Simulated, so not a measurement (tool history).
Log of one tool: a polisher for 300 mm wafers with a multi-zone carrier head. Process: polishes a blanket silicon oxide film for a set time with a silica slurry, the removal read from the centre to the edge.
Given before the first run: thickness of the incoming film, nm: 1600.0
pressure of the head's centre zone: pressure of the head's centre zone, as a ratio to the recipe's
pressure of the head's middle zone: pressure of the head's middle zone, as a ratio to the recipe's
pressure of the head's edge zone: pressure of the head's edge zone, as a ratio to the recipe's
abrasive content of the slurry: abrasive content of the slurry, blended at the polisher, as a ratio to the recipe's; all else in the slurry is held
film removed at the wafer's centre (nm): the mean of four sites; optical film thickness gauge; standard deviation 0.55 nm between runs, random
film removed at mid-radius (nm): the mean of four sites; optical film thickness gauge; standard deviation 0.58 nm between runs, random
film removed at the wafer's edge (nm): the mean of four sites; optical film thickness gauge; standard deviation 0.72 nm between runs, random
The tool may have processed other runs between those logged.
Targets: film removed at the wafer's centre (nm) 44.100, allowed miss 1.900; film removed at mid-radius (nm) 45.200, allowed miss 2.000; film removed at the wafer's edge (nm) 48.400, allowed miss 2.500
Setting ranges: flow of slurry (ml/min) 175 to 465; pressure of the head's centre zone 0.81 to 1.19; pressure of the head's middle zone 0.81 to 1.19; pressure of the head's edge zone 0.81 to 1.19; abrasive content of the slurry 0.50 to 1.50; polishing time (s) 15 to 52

run	hour	flow of slurry (ml/min)	pressure of the head's centre zone	pressure of the head's middle zone	pressure of the head's edge zone	abrasive content of the slurry	polishing time (s)	film removed at the wafer's centre (nm)	film removed at mid-radius (nm)	film removed at the wafer's edge (nm)
1	0.0	295	1.00	1.00	1.00	1.00	33	100.060	100.200	99.418
2	5.4	295	1.00	1.06	1.00	1.00	33	101.770	101.770	99.315
3	7.9	290	0.99	1.04	1.01	0.90	30	87.193	91.114	89.841
4	11.9	290	0.99	1.08	1.01	0.90	30	86.834	92.196	87.931
5	16.4	290	1.04	1.08	1.01	0.90	30	90.210	95.232	86.546
6	19.7	290	1.04	1.08	1.01	1.05	30	97.154	99.700	93.908
7	23.4	260	0.94	0.98	1.06	0.80	20	52.840	55.464	58.100
8	30.4	260	0.94	0.97	1.05	0.75	20	52.526	52.546	55.723
9	35.6	255	0.93	0.97	1.04	0.75	20	50.071	53.912	56.563
10	44.4	265	0.95	0.93	1.01	0.50	19	43.011	44.060	45.328
11	45.3	265	0.95	0.93	1.02	0.50	19	42.951	43.696	46.746
12	49.7	270	0.95	0.94	1.03	0.50	19	43.255	43.772	47.080

Pick the move, out of 5, that brings all results within their allowed miss; only one does.
A	54.1	250	0.98	1.01	0.88	0.60	18	?	?	?
B	54.1	210	0.86	0.97	1.04	0.50	20	?	?	?
C	54.1	190	0.95	0.97	1.06	0.60	19	?	?	?
D	54.1	305	0.94	1.00	0.99	0.70	16	?	?	?
E	54.1	185	0.97	1.00	0.98	0.60	18	?	?	?

move	film removed at the wafer's centre (nm)	film removed at mid-radius (nm)	film removed at the wafer's edge (nm)
A	44.379	45.537	43.131
B	39.645	45.012	48.055
C	43.257	44.490	48.194
D	40.796	43.190	43.341
E	41.623	43.026	43.765
A: corrects the largest miss of the last run, while another result sits out of spec
B: corrects the largest miss of the last run, while another result sits out of spec
C: in spec on every target
D: the biggest miss grows against the last run
E: the biggest miss grows against the last run
Answer: C
